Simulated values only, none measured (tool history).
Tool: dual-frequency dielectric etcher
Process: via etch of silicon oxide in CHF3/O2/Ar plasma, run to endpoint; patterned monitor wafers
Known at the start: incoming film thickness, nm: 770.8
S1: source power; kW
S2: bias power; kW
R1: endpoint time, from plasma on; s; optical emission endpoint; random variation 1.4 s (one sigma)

run	hour	S1	S2	R1
1	0.0	0.780	0.235	317.70
2	4.3	0.670	0.235	337.12
3	10.0	0.670	0.215	346.14
4	15.7	0.570	0.215	364.45
5	16.5	0.570	0.189	377.10
6	21.9	0.460	0.189	406.53
7	28.0	0.590	0.194	368.75
8	30.4	0.680	0.198	350.26
9	34.8	0.750	0.202	333.87
10	40.0	0.800	0.205	326.29
11	44.6	0.850	0.207	322.42
12	53.0	0.850	0.207	318.43
13	57.9	0.890	0.209	312.12
14	65.5	0.920	0.211	306.63
15	67.7	0.940	0.212	308.21
16	75.5	0.970	0.214	302.28
17	82.4	0.990	0.215	301.58
18	86.5	0.990	0.215	301.34
19	91.0	1.010	0.216	296.39

Forecast run 20:
20	94.4	1.010	0.216	?

Run 20 gave R1 297.54 s.

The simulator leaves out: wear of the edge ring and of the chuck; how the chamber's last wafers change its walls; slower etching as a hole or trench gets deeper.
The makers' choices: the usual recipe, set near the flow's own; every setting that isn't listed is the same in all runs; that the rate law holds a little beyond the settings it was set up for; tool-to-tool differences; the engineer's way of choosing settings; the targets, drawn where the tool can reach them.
